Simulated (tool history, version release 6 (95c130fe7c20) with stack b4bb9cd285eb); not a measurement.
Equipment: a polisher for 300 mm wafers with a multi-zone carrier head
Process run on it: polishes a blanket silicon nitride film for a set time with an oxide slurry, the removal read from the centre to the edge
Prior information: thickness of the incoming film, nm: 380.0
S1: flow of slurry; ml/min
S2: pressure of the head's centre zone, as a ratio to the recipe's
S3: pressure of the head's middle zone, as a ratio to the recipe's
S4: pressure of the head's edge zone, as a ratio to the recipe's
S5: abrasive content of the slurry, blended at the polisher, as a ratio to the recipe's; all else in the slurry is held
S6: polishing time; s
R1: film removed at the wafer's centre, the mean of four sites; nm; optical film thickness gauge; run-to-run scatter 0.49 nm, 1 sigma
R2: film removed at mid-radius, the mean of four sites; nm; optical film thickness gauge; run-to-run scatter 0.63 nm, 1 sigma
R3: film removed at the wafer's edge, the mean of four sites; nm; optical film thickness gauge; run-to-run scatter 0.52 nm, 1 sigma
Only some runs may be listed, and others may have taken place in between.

Run 1, hour 0.0: S1 235 ml/min, S2 1.00, S3 1.00, S4 1.00, S5 1.00, S6 72 s. Result: R1 41.133 nm, R2 40.079 nm, R3 41.790 nm.
Run 2, hour 8.8: S1 240 ml/min, S2 1.00, S3 1.02, S4 1.03, S5 1.05, S6 72 s. Result: R1 42.443 nm, R2 39.830 nm, R3 43.068 nm.
Run 3, hour 14.4: S1 240 ml/min, S2 0.97, S3 1.04, S4 1.02, S5 1.10, S6 73 s. Result: R1 43.134 nm, R2 42.444 nm, R3 44.906 nm.
Run 4, hour 21.2: S1 240 ml/min, S2 0.97, S3 1.04, S4 0.96, S5 1.10, S6 73 s. Result: R1 42.260 nm, R2 42.770 nm, R3 43.374 nm.
Run 5, hour 22.0: S1 265 ml/min, S2 0.97, S3 1.04, S4 0.96, S5 1.10, S6 73 s. Result: R1 43.156 nm, R2 44.729 nm, R3 43.220 nm.
Run 6, hour 27.7: S1 265 ml/min, S2 0.97, S3 1.04, S4 0.96, S5 1.10, S6 89 s. Result: R1 52.012 nm, R2 53.510 nm, R3 53.867 nm.
Run 7, hour 28.5: S1 260 ml/min, S2 0.96, S3 1.03, S4 0.95, S5 1.10, S6 89 s. Result: R1 52.918 nm, R2 53.832 nm, R3 53.956 nm.

Estimate the outcome of run 8 from the log above:
Run 8, hour 29.9: S1 255 ml/min, S2 0.94, S3 1.03, S4 0.95, S5 1.05, S6 89 s. Result: R1 ?, R2 ?, R3 ?.

{"run 8": {"R1": 49.387, "R2": 50.613, "R3": 51.44}}
